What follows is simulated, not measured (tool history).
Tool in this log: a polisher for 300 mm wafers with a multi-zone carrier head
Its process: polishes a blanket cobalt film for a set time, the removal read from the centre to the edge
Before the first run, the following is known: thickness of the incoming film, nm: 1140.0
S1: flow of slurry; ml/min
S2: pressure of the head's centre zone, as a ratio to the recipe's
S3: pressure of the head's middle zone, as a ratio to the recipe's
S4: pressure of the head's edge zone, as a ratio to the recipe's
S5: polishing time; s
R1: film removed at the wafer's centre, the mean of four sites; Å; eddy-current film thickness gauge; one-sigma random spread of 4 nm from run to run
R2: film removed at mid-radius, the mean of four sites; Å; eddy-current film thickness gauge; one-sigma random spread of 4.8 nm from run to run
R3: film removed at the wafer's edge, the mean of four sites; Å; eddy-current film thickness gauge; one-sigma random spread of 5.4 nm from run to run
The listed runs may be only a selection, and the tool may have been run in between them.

Run 1, hour 0: S1 270 ml/min, S2 1, S3 1, S4 1, S5 59 s. Result: R1 2913.8 Å, R2 2861.8 Å, R3 2834.4 Å.
Run 2, hour 3.3: S1 310 ml/min, S2 1, S3 1, S4 1, S5 59 s. Result: R1 2979.3 Å, R2 2922.7 Å, R3 2930.3 Å.
Run 3, hour 6.8: S1 325 ml/min, S2 1.03, S3 1.04, S4 1.02, S5 62 s. Result: R1 3141.7 Å, R2 3150.9 Å, R3 3068.4 Å.
Run 4, hour 11.9: S1 325 ml/min, S2 1.03, S3 1.04, S4 1.02, S5 52 s. Result: R1 2688.9 Å, R2 2660 Å, R3 2545.5 Å.
Run 5, hour 19.2: S1 330 ml/min, S2 1.05, S3 1.05, S4 1.02, S5 58 s. Result: R1 2999.5 Å, R2 3030.5 Å, R3 2903.2 Å.
Run 6, hour 26.5: S1 330 ml/min, S2 1.1, S3 1.05, S4 1.02, S5 58 s. Result: R1 3108.8 Å, R2 3007.9 Å, R3 2914.9 Å.
At hour 28.1: worn pad replaced by a new one.
Run 7, hour 28.1: S1 335 ml/min, S2 1.12, S3 1.06, S4 1.01, S5 62 s. Result: R1 3854.9 Å, R2 3570.8 Å, R3 3498.6 Å.
Run 8, hour 31.8: S1 340 ml/min, S2 1.12, S3 1.08, S4 1.01, S5 62 s. Result: R1 3806.6 Å, R2 3653.1 Å, R3 3440.1 Å.
Run 9, hour 37.8: S1 340 ml/min, S2 1.12, S3 1.08, S4 1.02, S5 63 s. Result: R1 3871.7 Å, R2 3754.8 Å, R3 3531.4 Å.

Run 10 comes next. What will it give?
Run 10, hour 38.5: S1 340 ml/min, S2 1.13, S3 1.08, S4 1.03, S5 63 s. Result: R1 ?, R2 ?, R3 ?.

Run 10 gave R1 3893.9 Å, R2 3791.3 Å, R3 3518.5 Å.
